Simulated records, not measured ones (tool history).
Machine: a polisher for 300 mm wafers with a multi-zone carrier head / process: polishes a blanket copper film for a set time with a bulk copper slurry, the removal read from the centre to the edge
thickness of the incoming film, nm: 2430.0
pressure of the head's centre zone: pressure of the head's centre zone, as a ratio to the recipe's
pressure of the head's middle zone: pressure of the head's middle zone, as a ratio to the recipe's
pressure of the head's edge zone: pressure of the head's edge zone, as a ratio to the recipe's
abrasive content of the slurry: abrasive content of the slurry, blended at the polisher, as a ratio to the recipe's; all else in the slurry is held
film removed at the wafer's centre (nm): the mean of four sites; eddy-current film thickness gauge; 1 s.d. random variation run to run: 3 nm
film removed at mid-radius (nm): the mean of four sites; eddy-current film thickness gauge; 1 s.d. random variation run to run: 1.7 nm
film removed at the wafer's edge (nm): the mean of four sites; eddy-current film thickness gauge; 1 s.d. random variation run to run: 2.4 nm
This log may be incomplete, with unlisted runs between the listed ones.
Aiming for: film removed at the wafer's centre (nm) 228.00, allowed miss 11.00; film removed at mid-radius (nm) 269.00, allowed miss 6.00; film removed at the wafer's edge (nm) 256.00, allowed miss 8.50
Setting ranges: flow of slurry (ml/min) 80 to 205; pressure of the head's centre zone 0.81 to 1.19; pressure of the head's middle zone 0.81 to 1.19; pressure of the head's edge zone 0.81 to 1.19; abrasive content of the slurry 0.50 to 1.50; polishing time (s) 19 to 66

| run | hour | flow of slurry (ml/min) | pressure of the head's centre zone | pressure of the head's middle zone | pressure of the head's edge zone | abrasive content of the slurry | polishing time (s) | film removed at the wafer's centre (nm) | film removed at mid-radius (nm) | film removed at the wafer's edge (nm) |
|---|---|---|---|---|---|---|---|---|---|---|
| 1 | 0.0 | 135 | 1.00 | 1.00 | 1.00 | 1.00 | 42 | 437.97 | 448.64 | 445.75 |
| 2 | 0.9 | 135 | 1.00 | 1.00 | 1.00 | 1.20 | 42 | 470.63 | 460.59 | 471.21 |
| 3 | 3.9 | 130 | 0.99 | 0.99 | 0.98 | 1.10 | 40 | 416.07 | 425.03 | 423.91 |
| 4 | 6.4 | 130 | 0.99 | 0.99 | 0.98 | 1.10 | 36 | 381.51 | 387.89 | 384.97 |
| 5 | 11.3 | 125 | 0.98 | 0.97 | 0.96 | 1.00 | 35 | 354.57 | 358.92 | 365.51 |
| 6 | 13.1 | 125 | 0.98 | 0.97 | 0.96 | 0.90 | 35 | 351.51 | 355.76 | 355.26 |
| 7 | 14.0 | 120 | 0.96 | 0.97 | 0.95 | 0.85 | 34 | 324.84 | 334.89 | 338.32 |
| 8 | 17.5 | 120 | 0.95 | 0.97 | 0.94 | 0.80 | 33 | 309.24 | 322.54 | 316.88 |
| 9 | 18.7 | 115 | 0.93 | 0.97 | 0.93 | 0.75 | 33 | 291.58 | 318.28 | 307.52 |
| 10 | 24.1 | 110 | 0.92 | 0.96 | 0.92 | 0.70 | 33 | 287.49 | 302.62 | 298.88 |
| 11 | 32.4 | 105 | 0.91 | 0.96 | 0.92 | 0.65 | 33 | 272.37 | 298.78 | 292.30 |
| 12 | 34.9 | 105 | 0.90 | 0.96 | 0.91 | 0.65 | 33 | 273.46 | 294.06 | 297.84 |

4 candidate next runs follow, results not yet known. Just one meets every target within its allowed miss. Identify it.
| A | 37.4 | 115 | 0.81 | 1.10 | 0.99 | 0.65 | 27 | ? | ? | ? |
| B | 37.4 | 100 | 0.87 | 0.96 | 0.84 | 0.65 | 32 | ? | ? | ? |
| C | 37.4 | 125 | 0.90 | 1.13 | 0.90 | 0.75 | 25 | ? | ? | ? |
| D | 37.4 | 125 | 0.91 | 1.10 | 1.01 | 0.70 | 26 | ? | ? | ? |

| move | film removed at the wafer's centre (nm) | film removed at mid-radius (nm) | film removed at the wafer's edge (nm) |
|---|---|---|---|
| A | 207.27 | 266.98 | 260.65 |
| B | 253.49 | 282.23 | 279.91 |
| C | 224.46 | 263.39 | 240.58 |
| D | 232.76 | 265.75 | 260.62 |
A: puts the biggest miss on target and leaves a different result outside tolerance
B: closer than the last run, but not yet in spec
C: takes the biggest miss from the last run beyond its target
D: hits every target within its allowed miss
The right move is D.
